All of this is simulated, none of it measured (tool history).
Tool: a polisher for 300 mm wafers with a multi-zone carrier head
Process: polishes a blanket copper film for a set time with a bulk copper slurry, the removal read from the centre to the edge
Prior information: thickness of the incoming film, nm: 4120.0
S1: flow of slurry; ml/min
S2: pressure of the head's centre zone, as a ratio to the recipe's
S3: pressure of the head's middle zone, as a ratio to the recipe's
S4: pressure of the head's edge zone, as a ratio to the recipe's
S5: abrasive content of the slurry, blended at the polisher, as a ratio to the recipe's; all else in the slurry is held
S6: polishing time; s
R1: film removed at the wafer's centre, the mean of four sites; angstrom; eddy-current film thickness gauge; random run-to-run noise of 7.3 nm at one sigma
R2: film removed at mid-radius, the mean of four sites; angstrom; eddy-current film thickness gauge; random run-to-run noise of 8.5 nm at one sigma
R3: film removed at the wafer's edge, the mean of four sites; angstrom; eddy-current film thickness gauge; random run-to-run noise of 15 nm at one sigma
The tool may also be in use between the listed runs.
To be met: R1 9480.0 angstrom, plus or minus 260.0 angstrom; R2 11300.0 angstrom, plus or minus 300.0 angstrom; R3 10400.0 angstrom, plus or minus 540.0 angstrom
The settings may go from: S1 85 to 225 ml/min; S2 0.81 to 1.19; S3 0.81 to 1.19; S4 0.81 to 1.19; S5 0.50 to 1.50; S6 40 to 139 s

run,hour,S1,S2,S3,S4,S5,S6,R1,R2,R3
1,0.0,145,1.00,1.00,1.00,1.00,89,9656.6,9886.1,9613.9
2,3.7,145,1.00,1.00,1.00,1.00,73,7953.1,8005.2,7898.9
3,8.0,145,0.96,1.00,1.00,1.00,73,7530.3,8071.3,7905.6
4,10.6,160,0.96,1.00,1.00,1.00,73,7789.5,8275.4,8142.7
5,16.0,160,0.96,1.00,1.00,0.85,73,7520.1,7837.0,7936.8
6,17.4,170,0.96,1.02,1.03,0.90,74,7860.0,8358.7,8018.7
7,22.8,170,0.95,1.02,1.03,1.00,76,8205.2,8724.5,8432.4
8,25.2,170,0.93,1.02,1.03,1.10,78,8337.3,9168.7,8994.7
9,29.4,175,0.93,1.03,1.03,1.15,78,8530.7,9444.3,9107.8

Below are 4 possible settings for the next run. Only one of them brings all results inside the allowed miss of their targets. Which is it?
A,33.6,155,0.83,1.09,0.91,1.00,90,?,?,?
B,33.6,220,1.11,0.84,1.10,1.20,67,?,?,?
C,33.6,150,0.93,1.13,1.05,1.10,91,?,?,?
D,33.6,185,0.91,1.08,1.07,1.35,80,?,?,?

move,R1,R2,R3
A,8236.0,10777.0,9554.6
B,9122.1,7494.3,8435.3
C,9472.1,11319.0,10457.0
D,8910.1,10514.0,9995.5
A: closer than the last run, but not yet in spec
B: the biggest miss grows against the last run
C: all results in spec
D: closer than the last run, but not yet in spec
Go with C: it meets all targets.

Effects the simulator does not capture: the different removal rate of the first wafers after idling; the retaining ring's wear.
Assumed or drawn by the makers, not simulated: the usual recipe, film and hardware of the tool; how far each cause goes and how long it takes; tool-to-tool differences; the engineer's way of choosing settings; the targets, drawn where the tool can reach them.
